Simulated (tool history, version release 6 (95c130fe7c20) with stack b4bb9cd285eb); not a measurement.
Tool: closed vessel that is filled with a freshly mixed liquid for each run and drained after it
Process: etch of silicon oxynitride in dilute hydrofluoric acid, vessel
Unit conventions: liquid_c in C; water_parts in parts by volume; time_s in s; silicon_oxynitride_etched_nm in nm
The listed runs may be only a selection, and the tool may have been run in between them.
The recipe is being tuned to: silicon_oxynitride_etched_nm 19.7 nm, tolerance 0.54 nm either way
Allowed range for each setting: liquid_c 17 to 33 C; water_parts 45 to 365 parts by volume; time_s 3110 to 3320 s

Run 1, hour 0: liquid_c 25 C, water_parts 205 parts by volume, time_s 3110 s. Result: silicon_oxynitride_etched_nm 23.006 nm.
Run 2, hour 8.6: liquid_c 25 C, water_parts 165 parts by volume, time_s 3110 s. Result: silicon_oxynitride_etched_nm 29.387 nm.
Run 3, hour 18.4: liquid_c 25 C, water_parts 165 parts by volume, time_s 3320 s. Result: silicon_oxynitride_etched_nm 31.429 nm.
Run 4, hour 22.5: liquid_c 25 C, water_parts 125 parts by volume, time_s 3320 s. Result: silicon_oxynitride_etched_nm 42.802 nm.
Run 5, hour 31: liquid_c 24 C, water_parts 125 parts by volume, time_s 3320 s. Result: silicon_oxynitride_etched_nm 40.967 nm.
Run 6, hour 40.6: liquid_c 21 C, water_parts 125 parts by volume, time_s 3320 s. Result: silicon_oxynitride_etched_nm 35.379 nm.
Run 7, hour 46.7: liquid_c 20.5 C, water_parts 135 parts by volume, time_s 3320 s. Result: silicon_oxynitride_etched_nm 31.539 nm.
Run 8, hour 50.8: liquid_c 20 C, water_parts 140 parts by volume, time_s 3320 s. Result: silicon_oxynitride_etched_nm 29.662 nm.
Run 9, hour 60: liquid_c 19.5 C, water_parts 145 parts by volume, time_s 3320 s. Result: silicon_oxynitride_etched_nm 28.016 nm.
Run 10, hour 67.2: liquid_c 19 C, water_parts 150 parts by volume, time_s 3320 s. Result: silicon_oxynitride_etched_nm 26.186 nm.
Run 11, hour 70.9: liquid_c 17 C, water_parts 190 parts by volume, time_s 3315 s. Result: silicon_oxynitride_etched_nm 18.373 nm.
At hour 74.4: thermometer replaced.
Run 12, hour 74.4: liquid_c 18 C, water_parts 190 parts by volume, time_s 3315 s. Result: silicon_oxynitride_etched_nm 21.54 nm.

Which one of the following 4 next-run settings gets every result inside its allowed miss? There is exactly one.
Run A, hour 77.9: liquid_c 17 C, water_parts 175 parts by volume, time_s 3110 s. Result: silicon_oxynitride_etched_nm ?.
Run B, hour 77.9: liquid_c 17 C, water_parts 185 parts by volume, time_s 3260 s. Result: silicon_oxynitride_etched_nm ?.
Run C, hour 77.9: liquid_c 18.5 C, water_parts 185 parts by volume, time_s 3320 s. Result: silicon_oxynitride_etched_nm ?.
Run D, hour 77.9: liquid_c 17 C, water_parts 185 parts by volume, time_s 3110 s. Result: silicon_oxynitride_etched_nm ?.

move  silicon_oxynitride_etched_nm
   A                        21.115
   B                        20.812
   C                        22.772
   D                        19.854
A: moves toward the targets from the last run without getting all of them in spec
B: moves toward the targets from the last run without getting all of them in spec
C: moves away from the targets compared with the last run
D: meets every target
So the answer is move D, the one that meets all the targets.

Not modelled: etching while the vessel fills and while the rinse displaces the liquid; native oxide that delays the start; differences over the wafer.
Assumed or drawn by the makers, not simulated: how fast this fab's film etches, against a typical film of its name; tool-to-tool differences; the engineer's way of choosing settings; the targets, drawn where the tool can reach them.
